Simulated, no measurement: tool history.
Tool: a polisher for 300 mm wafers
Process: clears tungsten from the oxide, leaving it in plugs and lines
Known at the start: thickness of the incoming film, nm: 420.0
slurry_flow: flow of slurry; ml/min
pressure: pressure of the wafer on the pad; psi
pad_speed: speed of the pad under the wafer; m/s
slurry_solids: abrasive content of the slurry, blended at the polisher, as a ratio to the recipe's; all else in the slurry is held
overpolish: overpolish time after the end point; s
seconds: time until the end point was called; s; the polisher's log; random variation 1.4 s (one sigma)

Run 1, hour 0: slurry_flow 200 ml/min, pressure 3.3 psi, pad_speed 1.06 m/s, slurry_solids 1, overpolish 17 s. Result: seconds 79.953 s.
Run 2, hour 4.5: slurry_flow 200 ml/min, pressure 3.3 psi, pad_speed 1.06 m/s, slurry_solids 0.9, overpolish 17 s. Result: seconds 81.184 s.
Run 3, hour 13.3: slurry_flow 200 ml/min, pressure 3.3 psi, pad_speed 1.32 m/s, slurry_solids 0.9, overpolish 17 s. Result: seconds 67.297 s.
Run 4, hour 18.1: slurry_flow 200 ml/min, pressure 3.1 psi, pad_speed 1.32 m/s, slurry_solids 0.9, overpolish 17 s. Result: seconds 71.704 s.
Run 5, hour 24.5: slurry_flow 200 ml/min, pressure 3.1 psi, pad_speed 1.32 m/s, slurry_solids 1, overpolish 17 s. Result: seconds 72.169 s.
Run 6, hour 31: slurry_flow 200 ml/min, pressure 3.1 psi, pad_speed 1.32 m/s, slurry_solids 1, overpolish 17 s. Result: seconds 70.558 s.
Run 7, hour 34.7: slurry_flow 200 ml/min, pressure 3 psi, pad_speed 1.32 m/s, slurry_solids 1, overpolish 17 s. Result: seconds 73.922 s.
Run 8, hour 39.2: slurry_flow 200 ml/min, pressure 2.9 psi, pad_speed 1.32 m/s, slurry_solids 1, overpolish 17 s. Result: seconds 76.692 s.
Run 9, hour 46: slurry_flow 200 ml/min, pressure 2.8 psi, pad_speed 1.32 m/s, slurry_solids 1, overpolish 17 s. Result: seconds 75.96 s.
Run 10, hour 49.1: slurry_flow 200 ml/min, pressure 2.7 psi, pad_speed 1.32 m/s, slurry_solids 1, overpolish 17 s. Result: seconds 80.267 s.

The next listed run, before its measurement:
At hour 56.6: worn pad replaced by a new one.
Run 11, hour 56.6: slurry_flow 200 ml/min, pressure 2.6 psi, pad_speed 1.32 m/s, slurry_solids 1, overpolish 17 s. Result: seconds ?.

Run 11 gave seconds 80.753 s.

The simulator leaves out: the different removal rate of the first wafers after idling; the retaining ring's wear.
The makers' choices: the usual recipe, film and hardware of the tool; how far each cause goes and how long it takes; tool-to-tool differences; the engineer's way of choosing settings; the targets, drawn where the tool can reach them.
